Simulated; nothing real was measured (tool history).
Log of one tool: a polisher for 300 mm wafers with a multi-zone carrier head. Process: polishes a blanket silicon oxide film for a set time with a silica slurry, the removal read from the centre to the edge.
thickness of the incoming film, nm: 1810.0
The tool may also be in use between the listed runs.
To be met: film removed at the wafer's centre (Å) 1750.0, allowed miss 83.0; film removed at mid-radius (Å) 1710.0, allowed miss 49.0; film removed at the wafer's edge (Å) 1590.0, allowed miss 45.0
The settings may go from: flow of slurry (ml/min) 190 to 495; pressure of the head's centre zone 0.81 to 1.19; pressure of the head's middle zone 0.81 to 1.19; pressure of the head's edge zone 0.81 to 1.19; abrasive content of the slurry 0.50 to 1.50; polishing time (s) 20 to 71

run	hour	flow of slurry (ml/min)	pressure of the head's centre zone	pressure of the head's middle zone	pressure of the head's edge zone	abrasive content of the slurry	polishing time (s)	film removed at the wafer's centre (Å)	film removed at mid-radius (Å)	film removed at the wafer's edge (Å)
1	0.0	320	1.00	1.00	1.00	1.00	45	1332.0	1325.7	1317.8
2	2.6	290	1.00	1.00	1.00	1.00	45	1301.0	1292.2	1301.8
3	9.9	315	1.03	1.03	1.03	1.05	45	1383.6	1382.0	1333.6
4	15.1	325	1.04	1.03	1.04	1.10	45	1474.0	1400.1	1374.4
5	15.7	325	1.04	1.08	1.04	1.10	45	1408.8	1449.3	1399.8
6	20.0	325	1.04	1.08	1.04	1.10	56	1806.0	1792.0	1729.8
7	24.5	320	1.04	1.08	1.02	1.10	56	1729.7	1805.4	1702.9
8	33.2	315	1.05	1.07	1.01	1.10	56	1754.1	1791.8	1704.1
9	40.2	315	1.06	1.06	1.00	1.10	56	1805.1	1768.2	1685.5
10	43.9	310	1.06	1.06	0.99	1.10	56	1793.6	1774.2	1712.8
# hour 47.8: worn pad replaced by a new one
11	47.8	310	1.06	1.06	0.99	1.10	56	2025.7	2013.4	1954.0

5 next moves are on the table. One of them brings every result within its allowed miss. Which?
A	51.7	355	1.08	1.09	0.97	1.20	45	?	?	?
B	51.7	190	0.90	0.97	0.97	1.00	56	?	?	?
C	51.7	235	0.93	0.86	0.98	1.40	46	?	?	?
D	51.7	190	0.81	0.86	0.94	1.20	62	?	?	?
E	51.7	495	1.19	1.19	1.14	0.75	46	?	?	?

move	film removed at the wafer's centre (Å)	film removed at mid-radius (Å)	film removed at the wafer's edge (Å)
A	1776.0	1730.0	1618.4
B	1620.6	1765.2	1804.6
C	1608.3	1566.2	1733.8
D	1745.3	1958.6	2136.9
E	1638.1	1533.1	1442.7
A: meets every target
B: nearer than the last run, and not there yet
C: nearer than the last run, and not there yet
D: further off than the last run
E: takes the result that was furthest off past its target
Move A is the one to make.

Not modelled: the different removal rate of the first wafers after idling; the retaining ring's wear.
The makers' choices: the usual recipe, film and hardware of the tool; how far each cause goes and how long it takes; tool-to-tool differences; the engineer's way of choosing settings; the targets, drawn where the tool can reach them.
